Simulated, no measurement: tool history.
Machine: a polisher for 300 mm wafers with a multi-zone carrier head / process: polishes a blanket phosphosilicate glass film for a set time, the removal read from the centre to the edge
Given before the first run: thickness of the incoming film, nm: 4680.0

run	hour	flow of slurry (ml/min)	pressure of the head's centre zone	pressure of the head's middle zone	pressure of the head's edge zone	abrasive content of the slurry	polishing time (s)	film removed at the wafer's centre (angstrom)	film removed at mid-radius (angstrom)	film removed at the wafer's edge (angstrom)
1	0	160	1	1	1	1	44	4172.9	4160.4	4241
2	7.1	160	1	1	1	0.8	44	3608.9	3531.2	3653.6
3	15.7	160	1	1	1	0.95	44	4034.7	3961.3	4036.8
4	16.8	160	1.01	0.98	0.99	0.9	44	3962.3	3802.6	3989.4
5	22.5	175	1.01	0.98	0.99	0.9	44	4067.5	3791.2	4008
6	28.4	180	1.01	0.97	0.98	0.85	43	3757.6	3655.1	3730.6
7	35.7	135	1.11	0.87	1.08	0.6	35	2424.3	1943.6	2370.5
8	40.6	140	1.11	0.87	1.08	0.6	35	2433.9	1939.5	2324.9
9	42	145	1.11	0.87	1.09	0.6	35	2477.5	1959	2323.7
10	50.3	185	1.12	0.85	1.19	0.75	35	3152.7	2485.5	3042.3
11	52.5	185	1.12	0.85	1.19	0.75	35	3186.7	2491.9	3043.7
12	60.5	180	1.12	0.85	1.18	0.75	35	3141.9	2336.8	3045.4
13	63.8	175	1.12	0.85	1.17	0.75	35	3167.5	2376.2	3018.3

Predict the results of run 14:
14	71.2	170	1.12	0.85	1.16	0.75	35	?	?	?

Run 14 came out at film removed at the wafer's centre (angstrom) 3105.2, film removed at mid-radius (angstrom) 2421.8, film removed at the wafer's edge (angstrom) 3025.1.

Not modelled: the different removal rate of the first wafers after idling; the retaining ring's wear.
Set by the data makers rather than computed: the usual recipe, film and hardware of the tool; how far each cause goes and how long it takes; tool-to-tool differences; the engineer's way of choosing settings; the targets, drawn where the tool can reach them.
